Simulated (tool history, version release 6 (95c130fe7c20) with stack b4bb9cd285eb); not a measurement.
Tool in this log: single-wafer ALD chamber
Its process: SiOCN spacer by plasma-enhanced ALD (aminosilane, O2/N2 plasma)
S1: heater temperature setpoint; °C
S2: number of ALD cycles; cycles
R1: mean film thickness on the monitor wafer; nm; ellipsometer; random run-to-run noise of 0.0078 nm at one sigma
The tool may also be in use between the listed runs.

| run | hour | S1 | S2 | R1 |
|---|---|---|---|---|
| 1 | 0.0 | 390 | 68 | 4.1067 |
| 2 | 7.4 | 390 | 73 | 4.4095 |
| 3 | 11.3 | 381 | 73 | 4.4018 |
| 4 | 16.1 | 381 | 78 | 4.7209 |
| 5 | 17.7 | 375 | 78 | 4.7061 |
| 6 | 19.4 | 375 | 73 | 4.4057 |
| 7 | 19.9 | 375 | 68 | 4.1091 |
|  | 23.9 | thermocouple changed; heater temperature recalibrated |
| 8 | 23.9 | 375 | 64 | 3.8736 |
| 9 | 26.2 | 375 | 61 | 3.6594 |
| 10 | 27.9 | 375 | 59 | 3.5446 |

Forecast run 11:
| 11 | 30.4 | 375 | 57 | ? |

Run 11 measured R1 3.4490 nm.
